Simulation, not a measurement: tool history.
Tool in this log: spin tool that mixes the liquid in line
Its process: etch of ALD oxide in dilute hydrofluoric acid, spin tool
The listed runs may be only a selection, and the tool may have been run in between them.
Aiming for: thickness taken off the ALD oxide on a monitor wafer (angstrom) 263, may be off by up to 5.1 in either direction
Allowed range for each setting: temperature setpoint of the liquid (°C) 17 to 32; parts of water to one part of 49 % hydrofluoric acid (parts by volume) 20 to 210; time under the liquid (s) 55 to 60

run	hour	temperature setpoint of the liquid (°C)	parts of water to one part of 49 % hydrofluoric acid (parts by volume)	time under the liquid (s)	thickness taken off the ALD oxide on a monitor wafer (angstrom)
1	0	24	115	55	157.68
2	1.9	25.5	110	55	176.94
3	10	27	105	55	196.38
4	18.2	24.5	105	55	179.03
5	20.4	22	105	55	161.7
6	23.5	22	105	55	163.12
7	26.5	24	100	55	186.17
8	28.7	25.5	100	55	195.93
9	31.6	27	100	55	207.09
10	40.4	28	100	55	216.04
11	47.5	29	100	55	223.36
12	54.2	29.5	100	55	229.01
13	61.7	30	100	55	232.14
14	68.5	30.5	100	55	236.73

4 next moves are on the table. One of them brings every result within its allowed miss. Which?
A	75.3	31	125	60	?
B	75.3	24.5	75	60	?
C	75.3	29.5	95	60	?
D	75.3	27	100	55	?

move	thickness taken off the ALD oxide on a monitor wafer (angstrom)
A	203.09
B	282.24
C	263.6
D	207.23
A: further off than the last run
B: takes the result that was furthest off past its target
C: every result lands within tolerance
D: further off than the last run
Correct choice: C, which meets every target

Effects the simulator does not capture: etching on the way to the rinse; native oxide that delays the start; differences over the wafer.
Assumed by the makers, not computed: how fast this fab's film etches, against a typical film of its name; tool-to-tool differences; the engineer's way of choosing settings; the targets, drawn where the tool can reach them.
